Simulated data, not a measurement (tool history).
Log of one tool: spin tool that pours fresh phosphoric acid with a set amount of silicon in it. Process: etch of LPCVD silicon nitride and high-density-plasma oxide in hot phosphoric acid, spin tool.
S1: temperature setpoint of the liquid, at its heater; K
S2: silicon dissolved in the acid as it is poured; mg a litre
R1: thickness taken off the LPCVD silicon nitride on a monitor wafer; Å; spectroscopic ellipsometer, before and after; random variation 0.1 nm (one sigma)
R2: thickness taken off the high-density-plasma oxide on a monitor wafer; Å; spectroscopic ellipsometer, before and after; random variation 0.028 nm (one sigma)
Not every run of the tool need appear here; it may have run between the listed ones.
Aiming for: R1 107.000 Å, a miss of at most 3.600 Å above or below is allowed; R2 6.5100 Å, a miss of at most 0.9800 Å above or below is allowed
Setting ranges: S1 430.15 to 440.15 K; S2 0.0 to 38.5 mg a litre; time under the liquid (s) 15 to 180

Run 1, hour 0.0: S1 435.15 K, S2 17.0 mg a litre, time under the liquid (s) 90. Result: R1 85.835 Å, R2 4.9663 Å.
Run 2, hour 5.8: S1 436.15 K, S2 18.0 mg a litre, time under the liquid (s) 95. Result: R1 94.321 Å, R2 5.2670 Å.
Run 3, hour 12.7: S1 436.15 K, S2 11.0 mg a litre, time under the liquid (s) 95. Result: R1 93.748 Å, R2 6.4037 Å.
Run 4, hour 18.3: S1 436.65 K, S2 12.5 mg a litre, time under the liquid (s) 95. Result: R1 94.441 Å, R2 5.8540 Å.
Run 5, hour 23.2: S1 436.65 K, S2 12.5 mg a litre, time under the liquid (s) 80. Result: R1 79.495 Å, R2 4.9336 Å.
Run 6, hour 30.4: S1 435.65 K, S2 12.5 mg a litre, time under the liquid (s) 80. Result: R1 77.225 Å, R2 4.9301 Å.
Run 7, hour 36.2: S1 438.15 K, S2 14.0 mg a litre, time under the liquid (s) 105. Result: R1 110.630 Å, R2 7.2631 Å.
At hour 39.0: dissolved silicon flow meter replaced.
Run 8, hour 39.0: S1 438.15 K, S2 14.5 mg a litre, time under the liquid (s) 105. Result: R1 110.650 Å, R2 6.9238 Å.

Consider the 5 candidate settings below. Which is the only one whose results all fall within their allowed miss of target?
Run A, hour 41.8: S1 438.15 K, S2 19.5 mg a litre, time under the liquid (s) 110. Result: R1 ?, R2 ?.
Run B, hour 41.8: S1 440.15 K, S2 19.0 mg a litre, time under the liquid (s) 95. Result: R1 ?, R2 ?.
Run C, hour 41.8: S1 438.15 K, S2 29.5 mg a litre, time under the liquid (s) 110. Result: R1 ?, R2 ?.
Run D, hour 41.8: S1 438.15 K, S2 30.5 mg a litre, time under the liquid (s) 110. Result: R1 ?, R2 ?.
Run E, hour 41.8: S1 439.65 K, S2 26.5 mg a litre, time under the liquid (s) 95. Result: R1 ?, R2 ?.

move       R1      R2
   A  115.350  6.5283
   B  106.350  6.6042
   C  115.350  4.6893
   D  115.350  4.5054
   E  104.630  5.0438
A: its largest miss is bigger than the last run's
B: every result within its allowed miss
C: its largest miss is bigger than the last run's
D: its largest miss is bigger than the last run's
E: corrects the largest miss of the last run, while another result sits out of spec
The right move is B.
